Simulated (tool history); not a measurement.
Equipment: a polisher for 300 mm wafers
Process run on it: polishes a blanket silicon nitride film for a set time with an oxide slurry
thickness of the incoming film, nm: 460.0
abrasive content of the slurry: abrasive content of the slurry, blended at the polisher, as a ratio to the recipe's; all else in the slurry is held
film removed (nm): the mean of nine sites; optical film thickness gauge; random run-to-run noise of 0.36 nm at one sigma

run,hour,flow of slurry (ml/min),pressure of the wafer on the pad (kPa),speed of the pad under the wafer (cm/s),abrasive content of the slurry,polishing time (s),film removed (nm)
1,0.0,230,20.0,92,1.0,49,22.700
2,2.5,230,22.1,92,1.0,49,24.401
3,4.3,230,22.1,92,1.0,49,24.825
4,6.7,230,22.1,102,1.0,49,26.621
5,14.3,230,22.1,80,1.0,49,22.542
6,15.7,230,22.1,80,1.0,44,20.579
7,18.7,230,24.1,86,1.0,44,23.099

For run 8, what comes out?
8,23.1,230,25.5,92,1.0,44,?

For run 8 the tool returned film removed (nm) 25.329.

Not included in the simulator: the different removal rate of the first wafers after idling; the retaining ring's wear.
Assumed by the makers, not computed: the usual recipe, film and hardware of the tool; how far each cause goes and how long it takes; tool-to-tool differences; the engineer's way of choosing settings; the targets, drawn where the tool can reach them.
